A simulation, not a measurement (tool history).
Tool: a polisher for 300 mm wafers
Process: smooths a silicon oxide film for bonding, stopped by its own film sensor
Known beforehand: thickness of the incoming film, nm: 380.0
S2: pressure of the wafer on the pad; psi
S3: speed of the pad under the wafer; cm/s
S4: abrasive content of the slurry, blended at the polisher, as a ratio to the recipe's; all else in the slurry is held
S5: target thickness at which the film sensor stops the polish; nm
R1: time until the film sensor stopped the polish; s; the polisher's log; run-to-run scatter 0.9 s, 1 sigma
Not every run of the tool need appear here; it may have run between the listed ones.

run 1 hour=0 | flow_of_slurry_(ml/min)=245 S2=2.3 S3=100 S4=1 S5=311 | R1=74.368
run 2 hour=1.3 | flow_of_slurry_(ml/min)=245 S2=2.3 S3=100 S4=1 S5=307 | R1=78.516
run 3 hour=7.2 | flow_of_slurry_(ml/min)=245 S2=2.3 S3=100 S4=1 S5=311 | R1=74.729
run 4 hour=13.4 | flow_of_slurry_(ml/min)=245 S2=2.1 S3=100 S4=1 S5=311 | R1=78.169
run 5 hour=17.2 | flow_of_slurry_(ml/min)=245 S2=2.1 S3=100 S4=1.2 S5=311 | R1=75.088
run 6 hour=23.6 | flow_of_slurry_(ml/min)=245 S2=2.1 S3=100 S4=1.4 S5=311 | R1=70.082
run 7 hour=24.5 | flow_of_slurry_(ml/min)=245 S2=1.9 S3=100 S4=1.4 S5=311 | R1=76.042

Estimate the outcome of run 8 from the log above:
run 8 hour=28.6 | flow_of_slurry_(ml/min)=245 S2=1.7 S3=100 S4=1.4 S5=311 | R1=?

Run 8 produced R1 80.95 s.
